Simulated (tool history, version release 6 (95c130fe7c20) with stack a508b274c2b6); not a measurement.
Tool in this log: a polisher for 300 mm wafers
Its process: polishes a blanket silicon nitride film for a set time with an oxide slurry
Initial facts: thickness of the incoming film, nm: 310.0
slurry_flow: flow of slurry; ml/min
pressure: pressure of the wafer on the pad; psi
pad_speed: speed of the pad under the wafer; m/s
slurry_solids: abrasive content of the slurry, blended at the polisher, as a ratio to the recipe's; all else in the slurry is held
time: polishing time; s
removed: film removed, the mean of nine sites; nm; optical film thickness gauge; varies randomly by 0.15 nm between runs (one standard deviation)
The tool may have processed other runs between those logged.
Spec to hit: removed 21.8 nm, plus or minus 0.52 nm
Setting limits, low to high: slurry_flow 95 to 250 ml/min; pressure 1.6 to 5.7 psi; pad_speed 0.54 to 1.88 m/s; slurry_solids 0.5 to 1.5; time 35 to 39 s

{"run": 1, "hour": 0.0, "slurry_flow": 160, "pressure": 3.6, "pad_speed": 1.2, "slurry_solids": 1, "time": 39, "removed": 27.137}
{"run": 2, "hour": 1.4, "slurry_flow": 160, "pressure": 4.2, "pad_speed": 1.2, "slurry_solids": 1, "time": 39, "removed": 29.864}
{"run": 3, "hour": 9.1, "slurry_flow": 160, "pressure": 4.2, "pad_speed": 1.1, "slurry_solids": 1, "time": 39, "removed": 27.954}
{"run": 4, "hour": 15.9, "slurry_flow": 160, "pressure": 4.2, "pad_speed": 0.84, "slurry_solids": 1, "time": 39, "removed": 22.582}
{"hour": 24.2, "done": "slurry blender recalibrated"}
{"run": 5, "hour": 24.2, "slurry_flow": 160, "pressure": 4.2, "pad_speed": 0.84, "slurry_solids": 1, "time": 39, "removed": 24.703}
{"run": 6, "hour": 30.7, "slurry_flow": 155, "pressure": 4.1, "pad_speed": 0.84, "slurry_solids": 1, "time": 39, "removed": 24.043}
{"run": 7, "hour": 39.0, "slurry_flow": 160, "pressure": 4.1, "pad_speed": 0.84, "slurry_solids": 1, "time": 39, "removed": 24.577}
{"run": 8, "hour": 42.0, "slurry_flow": 155, "pressure": 4, "pad_speed": 0.84, "slurry_solids": 1, "time": 39, "removed": 23.894}
{"run": 9, "hour": 43.5, "slurry_flow": 160, "pressure": 3.9, "pad_speed": 0.84, "slurry_solids": 1, "time": 39, "removed": 23.526}
{"run": 10, "hour": 48.2, "slurry_flow": 155, "pressure": 3.8, "pad_speed": 0.84, "slurry_solids": 1, "time": 39, "removed": 23.363}

Exercise: of the 5 proposed moves below, exactly one satisfies all targets within the stated allowed misses. Which move is it?
{"run": "A", "hour": 52.9, "slurry_flow": 125, "pressure": 4.1, "pad_speed": 1.08, "slurry_solids": 0.85, "time": 36, "removed": "?"}
{"run": "B", "hour": 52.9, "slurry_flow": 135, "pressure": 4.2, "pad_speed": 0.94, "slurry_solids": 1.05, "time": 37, "removed": "?"}
{"run": "C", "hour": 52.9, "slurry_flow": 115, "pressure": 5.2, "pad_speed": 0.72, "slurry_solids": 1.05, "time": 38, "removed": "?"}
{"run": "D", "hour": 52.9, "slurry_flow": 155, "pressure": 3.6, "pad_speed": 0.86, "slurry_solids": 1.15, "time": 39, "removed": "?"}
{"run": "E", "hour": 52.9, "slurry_flow": 175, "pressure": 3.5, "pad_speed": 0.8, "slurry_solids": 1.05, "time": 39, "removed": "?"}

move=A removed=24.98
move=B removed=25.748
move=C removed=24.114
move=D removed=24.22
move=E removed=21.983
A: moves away from the targets compared with the last run
B: moves away from the targets compared with the last run
C: moves away from the targets compared with the last run
D: moves away from the targets compared with the last run
E: meets every target
The move that meets every target is E.

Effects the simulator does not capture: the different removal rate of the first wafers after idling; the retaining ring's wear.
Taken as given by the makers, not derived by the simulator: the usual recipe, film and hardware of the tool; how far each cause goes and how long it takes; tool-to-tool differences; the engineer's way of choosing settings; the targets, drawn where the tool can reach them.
